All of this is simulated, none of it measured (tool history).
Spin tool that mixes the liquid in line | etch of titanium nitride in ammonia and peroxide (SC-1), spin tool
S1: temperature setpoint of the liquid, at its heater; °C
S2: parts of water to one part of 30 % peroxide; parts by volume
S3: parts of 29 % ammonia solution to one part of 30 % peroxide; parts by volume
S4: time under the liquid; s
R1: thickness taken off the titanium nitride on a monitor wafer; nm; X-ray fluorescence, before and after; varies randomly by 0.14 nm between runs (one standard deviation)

run	hour	S1	S2	S3	S4	R1
1	0.0	57.0	13.0	0.40	95	6.8503
2	1.3	57.0	13.0	0.25	95	6.3287
3	5.9	59.0	12.5	0.25	95	7.2865
4	9.7	55.0	12.5	0.25	95	5.6390
5	13.6	57.0	12.0	0.25	95	6.4919
6	19.6	63.5	12.0	0.25	95	10.0590
7	20.4	64.5	11.5	0.25	95	11.0440
8	27.3	65.5	11.0	0.25	95	12.0120
9	33.5	65.5	11.0	0.25	95	11.9830
10	34.0	66.0	10.5	0.25	95	12.6670
11	37.5	66.5	10.5	0.25	95	13.0910

For run 12, what comes out?
12	43.5	67.0	10.5	0.25	95	?

R1: 13.7610 nm
